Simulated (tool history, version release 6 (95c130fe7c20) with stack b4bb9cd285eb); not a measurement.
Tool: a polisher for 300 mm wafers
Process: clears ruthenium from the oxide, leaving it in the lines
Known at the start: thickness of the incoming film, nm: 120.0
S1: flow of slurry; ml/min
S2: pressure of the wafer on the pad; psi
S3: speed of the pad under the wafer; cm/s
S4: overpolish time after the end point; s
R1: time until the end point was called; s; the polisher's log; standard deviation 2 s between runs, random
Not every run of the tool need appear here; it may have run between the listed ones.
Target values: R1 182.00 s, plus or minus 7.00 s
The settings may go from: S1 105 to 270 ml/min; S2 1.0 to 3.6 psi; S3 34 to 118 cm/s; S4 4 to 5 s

run 1 hour=0.0 | S1=175 S2=2.3 S3=76 S4=5 | R1=147.08
run 2 hour=1.2 | S1=175 S2=2.3 S3=90 S4=5 | R1=124.57
run 3 hour=3.3 | S1=175 S2=2.1 S3=90 S4=5 | R1=135.74
run 4 hour=7.8 | S1=200 S2=2.1 S3=90 S4=5 | R1=133.44
run 5 hour=9.4 | S1=200 S2=1.9 S3=90 S4=5 | R1=144.09
run 6 hour=18.1 | S1=200 S2=1.8 S3=90 S4=5 | R1=150.60
run 7 hour=21.7 | S1=200 S2=1.7 S3=90 S4=5 | R1=161.31
run 8 hour=22.4 | S1=195 S2=1.6 S3=90 S4=5 | R1=173.01
run 9 hour=30.1 | S1=190 S2=1.6 S3=90 S4=5 | R1=172.17
run 10 hour=36.0 | S1=185 S2=1.6 S3=90 S4=5 | R1=173.48

Which of these 5 next moves meets every target?
run A hour=41.9 | S1=210 S2=1.4 S3=104 S4=4 | R1=?
run B hour=41.9 | S1=210 S2=1.8 S3=74 S4=5 | R1=?
run C hour=41.9 | S1=165 S2=1.7 S3=96 S4=5 | R1=?
run D hour=41.9 | S1=195 S2=1.5 S3=96 S4=5 | R1=?
run E hour=41.9 | S1=170 S2=1.6 S3=98 S4=4 | R1=?

move=A R1=167.86
move=B R1=183.84
move=C R1=159.10
move=D R1=172.54
move=E R1=164.04
A: moves away from the targets compared with the last run
B: all results land within tolerance of their targets
C: moves away from the targets compared with the last run
D: moves away from the targets compared with the last run
E: moves away from the targets compared with the last run
So the answer is move B, the one that meets all the targets.

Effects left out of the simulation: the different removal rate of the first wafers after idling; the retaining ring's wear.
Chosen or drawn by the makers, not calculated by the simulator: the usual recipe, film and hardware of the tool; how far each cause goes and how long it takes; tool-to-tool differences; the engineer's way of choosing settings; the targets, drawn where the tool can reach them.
